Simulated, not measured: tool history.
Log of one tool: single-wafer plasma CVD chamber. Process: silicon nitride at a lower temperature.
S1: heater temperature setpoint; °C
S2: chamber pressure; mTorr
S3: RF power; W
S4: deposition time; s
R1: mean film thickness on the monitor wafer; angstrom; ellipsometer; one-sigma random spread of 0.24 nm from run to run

run	hour	S1	S2	S3	S4	R1
1	0.0	335	1210	290	46.6	520.16
2	5.8	335	1120	285	46.6	502.91
3	8.3	335	1050	285	46.6	498.20
4	10.1	335	1000	280	46.6	487.16
5	17.4	335	950	275	46.6	472.30
6	24.0	335	950	275	46.6	473.07

What does the tool deliver on the next run?
7	26.1	335	920	275	46.6	?

{"run 7": {"R1": 474.09}}

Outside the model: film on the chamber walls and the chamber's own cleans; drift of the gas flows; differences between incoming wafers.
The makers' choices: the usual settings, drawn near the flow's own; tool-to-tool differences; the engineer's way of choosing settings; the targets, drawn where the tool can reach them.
